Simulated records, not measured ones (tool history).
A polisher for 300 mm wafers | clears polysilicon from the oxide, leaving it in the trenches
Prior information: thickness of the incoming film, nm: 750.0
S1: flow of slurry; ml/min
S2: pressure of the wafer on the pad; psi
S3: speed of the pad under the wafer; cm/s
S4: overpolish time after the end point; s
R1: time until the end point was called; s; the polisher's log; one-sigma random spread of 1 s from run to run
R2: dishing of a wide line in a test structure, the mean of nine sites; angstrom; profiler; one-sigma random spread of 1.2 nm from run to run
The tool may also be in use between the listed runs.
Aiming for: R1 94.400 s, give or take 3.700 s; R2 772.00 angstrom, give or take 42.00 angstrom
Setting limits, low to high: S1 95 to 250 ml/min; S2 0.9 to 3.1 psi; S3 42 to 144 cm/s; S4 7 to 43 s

run,hour,S1,S2,S3,S4,R1,R2
1,0.0,160,2.0,92,22,63.815,763.88
2,5.0,140,2.0,92,22,66.675,765.08
3,11.6,140,2.5,92,22,52.689,776.79
4,15.8,140,2.5,92,26,53.867,813.54
5,24.2,135,2.2,92,26,61.110,787.99
6,28.7,135,2.2,92,20,62.232,748.01
7,37.2,130,1.6,90,30,84.851,782.63
8,40.9,125,1.6,90,30,85.372,792.39
9,41.9,120,1.6,90,30,86.744,784.90
10,44.4,115,1.6,90,30,87.941,761.04
11,46.2,110,1.6,90,31,88.827,765.64

Next run, 5 choices. One meets every target within its allowed miss, the rest don't. Which?
A,48.0,120,1.5,98,19,?,?
B,48.0,95,1.5,84,36,?,?
C,48.0,130,1.7,68,36,?,?
D,48.0,115,1.6,94,18,?,?
E,48.0,95,2.1,66,33,?,?

move,R1,R2
A,83.779,688.78
B,102.090,759.38
C,104.170,757.17
D,82.664,679.98
E,93.039,760.00
A: moves away from the targets compared with the last run
B: moves the result that the last run missed by most past its target, out the other side
C: moves the result that the last run missed by most past its target, out the other side
D: moves away from the targets compared with the last run
E: hits every target within its allowed miss
Go with E: it meets all targets.
